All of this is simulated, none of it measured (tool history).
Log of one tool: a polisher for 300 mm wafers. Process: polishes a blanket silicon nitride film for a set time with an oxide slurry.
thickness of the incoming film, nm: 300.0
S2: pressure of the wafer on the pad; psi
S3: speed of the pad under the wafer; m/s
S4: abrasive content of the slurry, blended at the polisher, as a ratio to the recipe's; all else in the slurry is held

run 1 hour=0 | flow_of_slurry_(ml/min)=220 S2=4.1 S3=1.1 S4=1 polishing_time_(s)=110 | film_removed_(angstrom)=715.87
run 2 hour=5.6 | flow_of_slurry_(ml/min)=210 S2=3.5 S3=1.1 S4=1 polishing_time_(s)=110 | film_removed_(angstrom)=611.77
run 3 hour=7.4 | flow_of_slurry_(ml/min)=210 S2=3.5 S3=1.1 S4=0.8 polishing_time_(s)=110 | film_removed_(angstrom)=551.72
run 4 hour=11 | flow_of_slurry_(ml/min)=210 S2=3.5 S3=1.24 S4=0.8 polishing_time_(s)=110 | film_removed_(angstrom)=596.07
run 5 hour=18.9 | flow_of_slurry_(ml/min)=210 S2=3.5 S3=1.24 S4=0.8 polishing_time_(s)=116 | film_removed_(angstrom)=631.25
run 6 hour=26.6 | flow_of_slurry_(ml/min)=210 S2=2.7 S3=1.24 S4=0.8 polishing_time_(s)=116 | film_removed_(angstrom)=491.16

The next listed run, before its measurement:
run 7 hour=30.4 | flow_of_slurry_(ml/min)=210 S2=2.6 S3=1.24 S4=0.8 polishing_time_(s)=116 | film_removed_(angstrom)=?

Run 7 gave film removed (angstrom) 474.73.

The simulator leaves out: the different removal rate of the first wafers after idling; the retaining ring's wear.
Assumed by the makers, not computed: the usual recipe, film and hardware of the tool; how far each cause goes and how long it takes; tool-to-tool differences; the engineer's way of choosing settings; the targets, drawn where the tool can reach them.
